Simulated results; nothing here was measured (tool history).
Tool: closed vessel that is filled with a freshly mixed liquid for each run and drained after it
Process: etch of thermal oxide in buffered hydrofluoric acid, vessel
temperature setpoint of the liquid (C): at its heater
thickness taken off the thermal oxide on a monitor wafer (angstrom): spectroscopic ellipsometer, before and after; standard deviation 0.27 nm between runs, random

| run | hour | temperature setpoint of the liquid (C) | parts of 40 % ammonium fluoride to one part of 49 % hydrofluoric acid (parts by volume) | time in the liquid (s) | thickness taken off the thermal oxide on a monitor wafer (angstrom) |
|---|---|---|---|---|---|
| 1 | 0.0 | 21.0 | 13.5 | 30 | 200.19 |
| 2 | 9.0 | 23.0 | 12.0 | 30 | 254.40 |
| 3 | 13.8 | 24.5 | 12.0 | 30 | 274.86 |
| 4 | 17.5 | 24.5 | 12.0 | 30 | 273.31 |
| 5 | 19.3 | 25.5 | 11.0 | 30 | 317.57 |
| 6 | 22.8 | 25.5 | 9.5 | 30 | 358.89 |
|  | 24.1 | thermometer replaced |
| 7 | 24.1 | 26.5 | 9.0 | 30 | 418.46 |
| 8 | 26.0 | 27.0 | 9.0 | 30 | 431.16 |

What will run 9 give?
| 9 | 34.4 | 27.5 | 9.0 | 30 | ? |

Run 9 yielded thickness taken off the thermal oxide on a monitor wafer (angstrom) 440.74.

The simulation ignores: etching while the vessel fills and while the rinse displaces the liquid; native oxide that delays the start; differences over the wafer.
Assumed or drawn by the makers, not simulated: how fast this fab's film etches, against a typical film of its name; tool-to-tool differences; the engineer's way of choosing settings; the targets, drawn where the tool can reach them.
